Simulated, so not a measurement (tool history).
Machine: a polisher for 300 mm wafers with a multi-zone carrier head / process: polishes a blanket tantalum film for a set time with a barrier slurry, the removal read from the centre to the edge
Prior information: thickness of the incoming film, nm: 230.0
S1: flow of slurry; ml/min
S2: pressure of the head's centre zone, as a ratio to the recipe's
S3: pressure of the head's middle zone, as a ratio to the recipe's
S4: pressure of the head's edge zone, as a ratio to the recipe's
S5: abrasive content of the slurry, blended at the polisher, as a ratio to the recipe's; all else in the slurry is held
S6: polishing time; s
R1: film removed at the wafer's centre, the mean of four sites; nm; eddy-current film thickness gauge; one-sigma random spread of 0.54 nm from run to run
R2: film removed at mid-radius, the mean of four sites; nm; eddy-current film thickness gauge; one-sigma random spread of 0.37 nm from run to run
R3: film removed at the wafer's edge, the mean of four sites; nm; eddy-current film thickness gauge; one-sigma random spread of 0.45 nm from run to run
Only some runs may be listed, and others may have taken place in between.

| run | hour | S1 | S2 | S3 | S4 | S5 | S6 | R1 | R2 | R3 |
|---|---|---|---|---|---|---|---|---|---|---|
| 1 | 0.0 | 265 | 1.00 | 1.00 | 1.00 | 1.00 | 40 | 70.149 | 68.847 | 69.050 |
| 2 | 3.8 | 265 | 1.00 | 0.93 | 1.00 | 1.00 | 40 | 68.615 | 64.775 | 68.143 |
| 3 | 7.5 | 260 | 0.97 | 0.92 | 0.97 | 0.90 | 39 | 62.484 | 60.574 | 62.484 |
| 4 | 9.3 | 295 | 0.97 | 0.92 | 0.97 | 0.90 | 39 | 65.299 | 61.562 | 62.810 |
| 5 | 12.4 | 280 | 0.94 | 0.91 | 0.95 | 0.85 | 39 | 61.231 | 59.202 | 61.281 |
| 6 | 14.7 | 280 | 0.86 | 0.91 | 0.95 | 0.85 | 39 | 56.467 | 59.925 | 60.824 |
| 7 | 22.2 | 265 | 0.85 | 0.90 | 0.93 | 0.80 | 39 | 53.363 | 57.279 | 58.338 |
| 8 | 27.8 | 260 | 0.84 | 0.89 | 0.91 | 0.75 | 39 | 51.860 | 54.704 | 57.036 |
| 9 | 32.8 | 240 | 0.81 | 0.95 | 0.83 | 0.50 | 37 | 38.032 | 44.597 | 42.497 |
| 10 | 33.5 | 260 | 0.82 | 0.95 | 0.85 | 0.50 | 37 | 39.466 | 44.453 | 41.886 |
| 11 | 34.6 | 260 | 0.82 | 0.95 | 0.85 | 0.50 | 37 | 38.580 | 44.311 | 42.219 |
| 12 | 36.9 | 260 | 0.83 | 0.95 | 0.87 | 0.50 | 37 | 40.023 | 44.417 | 42.465 |
| 13 | 45.3 | 255 | 0.83 | 0.95 | 0.88 | 0.55 | 37 | 41.666 | 47.501 | 44.678 |
| 14 | 52.7 | 255 | 0.83 | 0.94 | 0.89 | 0.55 | 37 | 41.150 | 46.417 | 45.900 |
| 15 | 58.7 | 260 | 0.83 | 0.94 | 0.90 | 0.55 | 37 | 42.520 | 47.242 | 46.858 |
| 16 | 62.7 | 260 | 0.83 | 0.94 | 0.91 | 0.55 | 37 | 42.156 | 47.101 | 45.878 |
| 17 | 64.4 | 260 | 0.83 | 0.94 | 0.92 | 0.55 | 37 | 41.286 | 46.819 | 46.246 |

Predict the results of run 18:
| 18 | 67.1 | 310 | 0.88 | 0.96 | 0.97 | 0.60 | 37 | ? | ? | ? |

{"run 18": {"R1": 47.287, "R2": 50.604, "R3": 50.319}}

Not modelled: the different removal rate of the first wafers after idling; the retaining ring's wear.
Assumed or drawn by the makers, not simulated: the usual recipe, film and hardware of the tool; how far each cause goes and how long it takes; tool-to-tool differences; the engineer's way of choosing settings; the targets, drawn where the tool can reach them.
